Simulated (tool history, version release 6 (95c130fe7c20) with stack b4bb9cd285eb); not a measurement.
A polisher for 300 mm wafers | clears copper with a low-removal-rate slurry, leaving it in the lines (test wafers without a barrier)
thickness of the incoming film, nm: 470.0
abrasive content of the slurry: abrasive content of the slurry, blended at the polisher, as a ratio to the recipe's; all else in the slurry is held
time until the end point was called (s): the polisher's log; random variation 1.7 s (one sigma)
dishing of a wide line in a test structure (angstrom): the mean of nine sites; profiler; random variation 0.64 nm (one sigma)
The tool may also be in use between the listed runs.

run  hour  flow of slurry (ml/min)  pressure of the wafer on the pad (kPa)  speed of the pad under the wafer (m/s)  abrasive content of the slurry  overpolish time after the end point (s)  time until the end point was called (s)  dishing of a wide line in a test structure (angstrom)
  1     0                      270                                    26.2                                    1.04                               1                                       22                                    95.55                                                 676.62
  2   6.2                      270                                    26.2                                    1.04                               1                                       19                                    95.59                                                 595.58
  3    11                      270                                    26.2                                    0.86                               1                                       19                                    116.7                                                 518.51
  4  13.5                      270                                    24.1                                    0.86                               1                                       21                                   120.86                                                 533.33
  5  17.8                      270                                    24.1                                    1.08                               1                                       21                                   98.793                                                 629.65
  6    19                      270                                    21.4                                    1.04                               1                                       22                                   112.94                                                 585.71
  7    25                      270                                    19.3                                    1.02                               1                                       23                                   125.41                                                 554.88
  8    26                      270                                    17.2                                    1.02                               1                                       24                                   134.79                                                 528.73
  9    32                      270                                    15.9                                    1.02                               1                                       25                                   145.18                                                 528.77
 10  37.2                      270                                    15.2                                    1.02                               1                                       25                                   147.85                                                 512.11
 11  42.5                      260                                    11.7                                       1                               1                                       28                                   185.03                                                 457.03

The next listed run, before its measurement:
 12  45.4                      270                                    11.7                                       1                               1                                       28                                        ?                                                      ?

{"run 12": {"time until the end point was called (s)": 182.82, "dishing of a wide line in a test structure (angstrom)": 467.13}}

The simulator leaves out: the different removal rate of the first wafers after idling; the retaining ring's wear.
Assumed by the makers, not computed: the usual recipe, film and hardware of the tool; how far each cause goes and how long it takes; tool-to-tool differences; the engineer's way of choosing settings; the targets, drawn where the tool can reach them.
